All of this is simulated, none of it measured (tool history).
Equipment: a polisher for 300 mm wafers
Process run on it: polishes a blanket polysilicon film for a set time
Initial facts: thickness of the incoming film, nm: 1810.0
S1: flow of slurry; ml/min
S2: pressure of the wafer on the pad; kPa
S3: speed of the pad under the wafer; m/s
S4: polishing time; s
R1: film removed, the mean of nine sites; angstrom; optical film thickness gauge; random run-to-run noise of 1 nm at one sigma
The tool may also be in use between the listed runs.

run 1 day=0 | S1=210 S2=16.5 S3=1.22 S4=36 | R1=2552.4
run 2 day=0.058 | S1=210 S2=20 S3=1.22 S4=36 | R1=3028.6
run 3 day=0.096 | S1=210 S2=20 S3=1 S4=36 | R1=2664
run 4 day=0.283 | S1=210 S2=20 S3=1 S4=32 | R1=2391.3
run 5 day=0.396 | S1=205 S2=17.2 S3=0.98 S4=32 | R1=2060.8
run 6 day=0.742 | S1=205 S2=17.2 S3=0.98 S4=36 | R1=2326.8
run 7 day=1.042 | S1=190 S2=13.1 S3=0.8 S4=36 | R1=1512.4
run 8 day=1.146 | S1=185 S2=12.4 S3=0.8 S4=36 | R1=1442.2
run 9 day=1.425 | S1=180 S2=11.7 S3=0.8 S4=36 | R1=1365.6

Estimate the outcome of run 10 from the log above:
run 10 day=1.696 | S1=175 S2=11 S3=0.8 S4=36 | R1=?

{"run 10": {"R1": 1283.1}}
